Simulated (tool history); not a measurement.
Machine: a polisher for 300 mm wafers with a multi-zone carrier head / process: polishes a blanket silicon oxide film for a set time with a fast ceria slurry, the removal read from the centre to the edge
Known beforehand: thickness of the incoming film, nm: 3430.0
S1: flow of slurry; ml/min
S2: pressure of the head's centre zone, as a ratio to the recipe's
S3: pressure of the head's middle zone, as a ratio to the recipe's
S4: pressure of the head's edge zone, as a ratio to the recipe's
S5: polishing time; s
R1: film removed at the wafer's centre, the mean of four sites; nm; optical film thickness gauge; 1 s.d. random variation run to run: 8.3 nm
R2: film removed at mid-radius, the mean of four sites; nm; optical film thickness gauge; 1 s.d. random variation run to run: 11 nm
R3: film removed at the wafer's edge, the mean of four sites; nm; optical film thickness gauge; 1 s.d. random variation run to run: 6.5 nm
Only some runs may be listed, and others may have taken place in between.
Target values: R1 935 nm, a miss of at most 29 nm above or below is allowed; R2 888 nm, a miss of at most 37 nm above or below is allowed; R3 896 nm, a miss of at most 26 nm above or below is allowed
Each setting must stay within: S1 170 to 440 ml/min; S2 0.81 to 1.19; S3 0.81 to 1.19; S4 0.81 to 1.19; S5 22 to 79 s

| run | hour | S1 | S2 | S3 | S4 | S5 | R1 | R2 | R3 |
|---|---|---|---|---|---|---|---|---|---|
| 1 | 0 | 280 | 1 | 1 | 1 | 50 | 610.29 | 621.6 | 608.06 |
| 2 | 7.4 | 285 | 1.02 | 1.01 | 1.03 | 53 | 663.26 | 666.21 | 659.38 |
| 3 | 8.8 | 285 | 1.02 | 1.01 | 1.03 | 59 | 727.45 | 744.59 | 719.3 |
| 4 | 16.5 | 285 | 0.99 | 1.01 | 1.03 | 59 | 723.59 | 735.21 | 723.68 |
| 5 | 22.9 | 295 | 1.02 | 1.01 | 1.06 | 61 | 769.58 | 771.41 | 765.65 |
| 6 | 28.9 | 305 | 1.04 | 1.02 | 1.08 | 62 | 797.64 | 802.44 | 782.67 |
| 7 | 36.4 | 310 | 1.05 | 1.02 | 1.1 | 63 | 826.05 | 804.99 | 804.19 |
| 8 | 42.4 | 315 | 1.06 | 1.02 | 1.11 | 64 | 849.51 | 810.87 | 827.79 |
| 9 | 51.4 | 320 | 1.07 | 1.03 | 1.12 | 65 | 860.83 | 841.42 | 838.34 |
| 10 | 53.2 | 320 | 1.08 | 1.03 | 1.13 | 66 | 880.84 | 848.8 | 857.58 |
| 11 | 58.8 | 325 | 1.09 | 1.03 | 1.14 | 66 | 903.6 | 846.82 | 858.03 |

Exactly one of the 5 candidate moves below puts every result within its allowed miss. Which one?
| A | 64.4 | 405 | 1.05 | 1.06 | 1.1 | 64 | ? | ? | ? |
| B | 64.4 | 365 | 1.12 | 1.03 | 1.14 | 65 | ? | ? | ? |
| C | 64.4 | 305 | 1.09 | 1.02 | 1.12 | 69 | ? | ? | ? |
| D | 64.4 | 335 | 1.17 | 1.03 | 1.17 | 61 | ? | ? | ? |
| E | 64.4 | 380 | 1.19 | 1.03 | 1.19 | 64 | ? | ? | ? |

| move | R1 | R2 | R3 |
|---|---|---|---|
| A | 858.36 | 834.9 | 826.54 |
| B | 923.46 | 823.98 | 850.24 |
| C | 941.16 | 858.05 | 886.63 |
| D | 899.96 | 768.7 | 804.78 |
| E | 969.21 | 813.03 | 856.97 |
A: lands further from the targets than the last run did
B: lands further from the targets than the last run did
C: in spec on every target
D: lands further from the targets than the last run did
E: lands further from the targets than the last run did
The right move is C.
